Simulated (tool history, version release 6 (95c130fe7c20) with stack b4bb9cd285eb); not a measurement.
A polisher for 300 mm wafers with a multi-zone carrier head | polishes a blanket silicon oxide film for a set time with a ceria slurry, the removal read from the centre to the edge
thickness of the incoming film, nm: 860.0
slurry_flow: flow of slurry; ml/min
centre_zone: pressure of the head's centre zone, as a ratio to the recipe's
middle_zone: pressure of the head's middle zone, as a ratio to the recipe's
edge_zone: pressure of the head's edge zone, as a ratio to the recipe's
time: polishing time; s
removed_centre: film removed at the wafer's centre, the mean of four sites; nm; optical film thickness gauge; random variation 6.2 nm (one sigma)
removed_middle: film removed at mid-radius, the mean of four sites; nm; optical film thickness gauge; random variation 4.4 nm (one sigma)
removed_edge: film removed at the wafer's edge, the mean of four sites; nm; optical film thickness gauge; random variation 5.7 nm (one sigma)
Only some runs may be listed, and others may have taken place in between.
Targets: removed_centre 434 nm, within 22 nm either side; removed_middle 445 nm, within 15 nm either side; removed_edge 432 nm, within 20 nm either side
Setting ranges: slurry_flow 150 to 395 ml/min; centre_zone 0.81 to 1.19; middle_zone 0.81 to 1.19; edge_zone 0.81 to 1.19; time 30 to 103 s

run  hour  slurry_flow  centre_zone  middle_zone  edge_zone  time  removed_centre  removed_middle  removed_edge
  1     0          250            1            1          1    66          347.57          355.54        350.62
  2   7.3          250         1.09            1          1    66          378.69          353.91        353.04
  3  10.8          250         1.09         1.01       1.01    67          396.19          366.12        359.98
  4  17.8          250         1.08         1.02       1.02    68          392.97          370.76        364.18
  5  19.1          250         1.08         0.95       1.02    68          383.94          350.51        367.54
  6  27.7          250         1.08         0.95       1.02    78           441.3          405.51        413.48
  7  35.9          250         1.07         0.96       1.02    78          435.92          398.52         420.6
  8  38.3          255         1.06         0.97       1.02    78          434.88          414.08        420.61
  9  42.9          260         1.06         0.97       1.02    78          434.36           407.8        423.74
 10  50.2          260         1.06         0.98       1.02    78          437.45          422.39        427.06

Which one of the following 4 next-run settings gets every result inside its allowed miss? There is exactly one.
  A  57.5          245         1.19         1.19       0.87    77               ?               ?             ?
  B  57.5          255         1.02         0.93       0.95    80               ?               ?             ?
  C  57.5          175         1.05         1.05       1.03    83               ?               ?             ?
  D  57.5          245         1.19         0.96       1.06    79               ?               ?             ?

move  removed_centre  removed_middle  removed_edge
   A           474.4          482.51        387.12
   B          423.45          411.53        417.33
   C          427.33          447.47        428.37
   D          485.96          414.58        427.21
A: pushes the last run's worst result past its target
B: misses by more than the last run did
C: every result lands within tolerance
D: misses by more than the last run did
Move C is the one to make.
